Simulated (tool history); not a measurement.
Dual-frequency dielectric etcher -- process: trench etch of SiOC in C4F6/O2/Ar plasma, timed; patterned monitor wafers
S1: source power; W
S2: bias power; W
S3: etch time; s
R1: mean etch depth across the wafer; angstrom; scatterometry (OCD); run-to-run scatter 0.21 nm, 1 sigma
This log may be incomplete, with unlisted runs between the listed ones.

run	hour	S1	S2	S3	R1
1	0	260	150	27.5	436.03
2	2.8	260	150	27.5	440.12
3	8.5	250	147	27.5	429.16
4	16.9	240	144	27.5	419.93
5	17.6	240	135	27.5	407.07
6	18.4	240	134	27.5	405.95
7	21.6	240	133	27.5	407.41
# hour 28.6: source power generator calibrated
8	28.6	240	132	27.5	399.72
9	34.3	240	132	27.5	399.15
10	35.8	240	131	27.5	398.72
11	42.1	240	130	27.5	397.96
12	47.7	240	129	27.5	397.46

For run 13, what comes out?
13	56.3	210	120	27.5	?

R1: 364.58 angstrom
